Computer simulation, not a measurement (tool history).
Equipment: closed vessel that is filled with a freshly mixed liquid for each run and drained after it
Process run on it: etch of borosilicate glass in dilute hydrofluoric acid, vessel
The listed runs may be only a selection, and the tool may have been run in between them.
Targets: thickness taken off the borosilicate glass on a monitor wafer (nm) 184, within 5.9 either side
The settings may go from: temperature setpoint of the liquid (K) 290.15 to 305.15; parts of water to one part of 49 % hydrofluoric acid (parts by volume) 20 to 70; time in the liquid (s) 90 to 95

| run | hour | temperature setpoint of the liquid (K) | parts of water to one part of 49 % hydrofluoric acid (parts by volume) | time in the liquid (s) | thickness taken off the borosilicate glass on a monitor wafer (nm) |
|---|---|---|---|---|---|
| 1 | 0 | 297.15 | 40 | 90 | 101.87 |
| 2 | 4.9 | 297.15 | 45 | 90 | 89.86 |
| 3 | 10.1 | 298.65 | 45 | 90 | 95.614 |
| 4 | 12 | 299.15 | 45 | 90 | 96.103 |
| 5 | 21 | 299.65 | 45 | 90 | 98.875 |
| 6 | 27.4 | 300.15 | 45 | 90 | 101.1 |
| 7 | 31.9 | 300.65 | 45 | 90 | 104.27 |
| 8 | 37.7 | 300.65 | 45 | 90 | 102.68 |
| 9 | 46 | 301.15 | 45 | 90 | 106.41 |
| 10 | 53.2 | 301.65 | 45 | 90 | 107.47 |
| 11 | 58.1 | 302.15 | 45 | 90 | 108.85 |
| 12 | 61.9 | 302.65 | 45 | 90 | 111.54 |
| 13 | 66.2 | 304.15 | 35 | 90 | 155.01 |

Consider the 4 candidate settings below. Which is the only one whose results all fall within their allowed miss of target?
| A | 70.5 | 305.15 | 35 | 95 | ? |
| B | 70.5 | 304.65 | 30 | 95 | ? |
| C | 70.5 | 302.65 | 30 | 95 | ? |
| D | 70.5 | 305.15 | 30 | 95 | ? |

| move | thickness taken off the borosilicate glass on a monitor wafer (nm) |
|---|---|
| A | 170.77 |
| B | 196.96 |
| C | 181.86 |
| D | 200.89 |
A: moves toward the targets from the last run without getting all of them in spec
B: pushes the last run's worst result past its target
C: each result inside its tolerance
D: pushes the last run's worst result past its target
C is the move that brings every result within its allowed miss.
